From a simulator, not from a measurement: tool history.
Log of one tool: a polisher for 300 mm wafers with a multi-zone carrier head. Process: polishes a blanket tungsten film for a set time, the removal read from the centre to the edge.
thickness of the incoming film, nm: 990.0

run	day	flow of slurry (ml/min)	pressure of the head's centre zone	pressure of the head's middle zone	pressure of the head's edge zone	abrasive content of the slurry	polishing time (s)	film removed at the wafer's centre (nm)	film removed at mid-radius (nm)	film removed at the wafer's edge (nm)
1	0.000	250	1.00	1.00	1.00	1.00	32	184.75	188.51	185.01
2	0.142	250	1.00	1.00	1.00	1.00	24	137.94	141.00	138.10
3	0.442	250	0.92	1.00	1.00	1.00	24	127.18	139.04	139.42
4	0.812	295	0.92	1.00	1.00	1.00	24	128.60	143.56	140.24
5	0.967	295	0.92	1.00	1.05	1.00	24	130.33	141.10	142.08
6	1.250	295	1.00	1.00	1.05	1.00	24	140.50	141.89	141.09

Forecast run 7:
7	1.467	295	1.02	1.00	1.05	1.05	24	?	?	?

film removed at the wafer's centre (nm): 143.69
film removed at mid-radius (nm): 144.99
film removed at the wafer's edge (nm): 143.00
